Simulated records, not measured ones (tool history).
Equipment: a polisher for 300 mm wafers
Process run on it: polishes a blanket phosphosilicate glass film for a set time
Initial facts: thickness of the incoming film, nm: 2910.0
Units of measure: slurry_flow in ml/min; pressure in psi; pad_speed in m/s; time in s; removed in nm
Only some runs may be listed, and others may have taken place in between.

run	hour	slurry_flow	pressure	pad_speed	slurry_solids	time	removed
1	0.0	275	3.1	0.78	1.0	104	634.67
2	8.1	275	3.1	0.78	1.0	104	642.28
3	8.7	270	2.7	0.78	1.0	104	556.01
4	16.3	265	2.4	0.78	1.0	104	492.42
5	24.2	265	2.4	0.78	1.0	109	521.96
6	27.6	255	2.2	0.78	1.0	109	473.65
7	32.2	235	2.1	0.78	1.0	109	445.09

What will run 8 give?
8	38.0	175	1.8	0.78	1.0	109	?

Run 8 produced removed 373.39 nm.

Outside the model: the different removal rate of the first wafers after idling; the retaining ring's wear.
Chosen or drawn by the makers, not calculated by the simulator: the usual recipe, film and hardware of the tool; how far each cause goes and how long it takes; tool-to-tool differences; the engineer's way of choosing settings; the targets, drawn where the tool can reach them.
